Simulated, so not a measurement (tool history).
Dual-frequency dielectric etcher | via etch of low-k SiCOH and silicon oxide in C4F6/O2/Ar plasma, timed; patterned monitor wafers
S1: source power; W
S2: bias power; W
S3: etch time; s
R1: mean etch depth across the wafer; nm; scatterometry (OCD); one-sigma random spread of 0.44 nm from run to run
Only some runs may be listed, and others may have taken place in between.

run    day   S1   S2  S3      R1
  1      0  430  257  41  118.92
  2  0.117  430  257  37  107.92
  3  0.488  430  226  37   102.7
  4  0.508  450  236  37  106.76
  5  0.671  470  245  37  110.82
  6  0.783  480  252  37   112.8
  7  0.825  490  259  37   115.3

What will run 8 give?
  8  0.858  500  265  37   ?

{"run 8": {"R1": 117.33}}
